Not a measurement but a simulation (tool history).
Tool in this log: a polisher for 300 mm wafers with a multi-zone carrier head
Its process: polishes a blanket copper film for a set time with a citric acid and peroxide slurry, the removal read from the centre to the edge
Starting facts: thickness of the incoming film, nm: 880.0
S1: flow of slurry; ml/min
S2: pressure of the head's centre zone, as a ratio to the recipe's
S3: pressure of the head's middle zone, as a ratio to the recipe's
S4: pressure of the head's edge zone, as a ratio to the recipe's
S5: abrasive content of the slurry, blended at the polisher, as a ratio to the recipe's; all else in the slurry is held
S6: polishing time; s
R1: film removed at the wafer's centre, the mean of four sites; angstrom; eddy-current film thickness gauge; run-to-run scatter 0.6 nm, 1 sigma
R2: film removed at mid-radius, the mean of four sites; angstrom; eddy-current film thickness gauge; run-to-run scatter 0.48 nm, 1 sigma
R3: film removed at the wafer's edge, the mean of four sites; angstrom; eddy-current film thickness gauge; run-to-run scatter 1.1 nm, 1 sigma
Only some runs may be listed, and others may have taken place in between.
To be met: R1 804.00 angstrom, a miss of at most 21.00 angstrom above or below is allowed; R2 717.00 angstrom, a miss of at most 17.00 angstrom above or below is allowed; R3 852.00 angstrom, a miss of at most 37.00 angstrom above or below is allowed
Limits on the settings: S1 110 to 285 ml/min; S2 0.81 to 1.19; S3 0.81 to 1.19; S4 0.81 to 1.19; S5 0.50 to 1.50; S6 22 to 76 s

Run 1, hour 0.0: S1 180 ml/min, S2 1.00, S3 1.00, S4 1.00, S5 1.00, S6 49 s. Result: R1 954.07 angstrom, R2 1004.50 angstrom, R3 1031.60 angstrom.
Run 2, hour 3.8: S1 180 ml/min, S2 1.00, S3 1.00, S4 1.00, S5 1.00, S6 58 s. Result: R1 1124.10 angstrom, R2 1179.70 angstrom, R3 1204.60 angstrom.
Run 3, hour 12.2: S1 180 ml/min, S2 1.00, S3 1.00, S4 1.06, S5 1.00, S6 58 s. Result: R1 1134.20 angstrom, R2 1177.00 angstrom, R3 1264.50 angstrom.
Run 4, hour 20.4: S1 180 ml/min, S2 1.00, S3 1.00, S4 1.06, S5 1.15, S6 58 s. Result: R1 1153.40 angstrom, R2 1216.70 angstrom, R3 1277.30 angstrom.
Run 5, hour 29.2: S1 180 ml/min, S2 1.00, S3 0.93, S4 1.06, S5 1.15, S6 58 s. Result: R1 1153.80 angstrom, R2 1135.10 angstrom, R3 1281.40 angstrom.
Run 6, hour 33.7: S1 175 ml/min, S2 1.00, S3 0.92, S4 1.04, S5 1.10, S6 57 s. Result: R1 1108.60 angstrom, R2 1109.00 angstrom, R3 1240.00 angstrom.
Run 7, hour 42.2: S1 180 ml/min, S2 1.01, S3 0.91, S4 1.03, S5 1.05, S6 55 s. Result: R1 1097.90 angstrom, R2 1048.40 angstrom, R3 1177.90 angstrom.
Run 8, hour 44.8: S1 180 ml/min, S2 1.01, S3 0.90, S4 1.02, S5 1.00, S6 54 s. Result: R1 1065.60 angstrom, R2 1000.30 angstrom, R3 1156.50 angstrom.
Run 9, hour 47.0: S1 180 ml/min, S2 1.01, S3 0.89, S4 1.00, S5 0.95, S6 53 s. Result: R1 1048.60 angstrom, R2 987.75 angstrom, R3 1122.50 angstrom.
Run 10, hour 55.7: S1 175 ml/min, S2 1.01, S3 0.88, S4 0.99, S5 0.90, S6 52 s. Result: R1 1000.50 angstrom, R2 928.68 angstrom, R3 1059.10 angstrom.
At hour 57.9: centre zone pressure recalibrated.
Run 11, hour 57.9: S1 170 ml/min, S2 1.01, S3 0.87, S4 0.98, S5 0.85, S6 52 s. Result: R1 1056.50 angstrom, R2 905.02 angstrom, R3 1057.70 angstrom.
Run 12, hour 65.5: S1 170 ml/min, S2 0.99, S3 0.87, S4 0.97, S5 0.80, S6 51 s. Result: R1 1020.20 angstrom, R2 888.68 angstrom, R3 1034.20 angstrom.
Run 13, hour 68.4: S1 170 ml/min, S2 0.98, S3 0.87, S4 0.97, S5 0.80, S6 50 s. Result: R1 983.04 angstrom, R2 869.83 angstrom, R3 1001.10 angstrom.
Run 14, hour 75.7: S1 120 ml/min, S2 0.92, S3 0.81, S4 0.91, S5 0.55, S6 48 s. Result: R1 769.13 angstrom, R2 692.15 angstrom, R3 849.99 angstrom.

5 candidate next runs follow, results not yet known. Just one meets every target within its allowed miss. Identify it.
Run A, hour 83.0: S1 125 ml/min, S2 0.95, S3 0.83, S4 0.92, S5 0.55, S6 48 s. Result: R1 ?, R2 ?, R3 ?.
Run B, hour 83.0: S1 125 ml/min, S2 0.89, S3 0.84, S4 0.81, S5 0.55, S6 51 s. Result: R1 ?, R2 ?, R3 ?.
Run C, hour 83.0: S1 110 ml/min, S2 0.90, S3 0.84, S4 0.89, S5 0.50, S6 50 s. Result: R1 ?, R2 ?, R3 ?.
Run D, hour 83.0: S1 135 ml/min, S2 1.00, S3 0.81, S4 0.90, S5 0.65, S6 47 s. Result: R1 ?, R2 ?, R3 ?.
Run E, hour 83.0: S1 125 ml/min, S2 1.00, S3 0.88, S4 0.90, S5 0.50, S6 44 s. Result: R1 ?, R2 ?, R3 ?.

move      R1      R2      R3
   A  813.52  712.83  856.53
   B  809.39  765.20  859.31
   C  760.60  714.96  847.34
   D  874.88  711.52  858.70
   E  777.47  678.40  768.73
A: every result lands within tolerance
B: the furthest-off result lands on target, but another misses its tolerance
C: further off than the last run
D: the result that was furthest off in the last run now lies on the other side of its target
E: further off than the last run
A is the move that brings every result within its allowed miss.

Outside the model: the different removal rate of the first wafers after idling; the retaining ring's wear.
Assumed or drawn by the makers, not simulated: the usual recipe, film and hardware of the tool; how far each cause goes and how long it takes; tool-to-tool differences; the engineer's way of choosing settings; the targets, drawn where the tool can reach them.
